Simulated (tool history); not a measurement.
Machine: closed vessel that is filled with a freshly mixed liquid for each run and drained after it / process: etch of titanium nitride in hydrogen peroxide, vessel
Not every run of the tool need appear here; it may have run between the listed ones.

run,hour,temperature setpoint of the liquid (°C),concentration of hydrogen peroxide in the mixed liquid (% by weight),time in the liquid (s),thickness taken off the titanium nitride on a monitor wafer (angstrom)
1,0,55,16.5,780,614.82
2,4.5,52,16.5,780,502.78
3,10,49.5,16.5,780,416.67
4,13.1,49.5,19.5,780,429.51
# hour 21.1: new drum of peroxide connected
5,21.1,47.5,19.5,780,383.21
6,22.3,46,19.5,780,338.32
7,25.6,45.5,19.5,780,327.98
8,28,45,19.5,780,317.75

Run 9, settings as shown, results not yet in. Your forecast:
9,32.5,44.5,19.5,780,?

{"run 9": {"thickness taken off the titanium nitride on a monitor wafer (angstrom)": 300.34}}
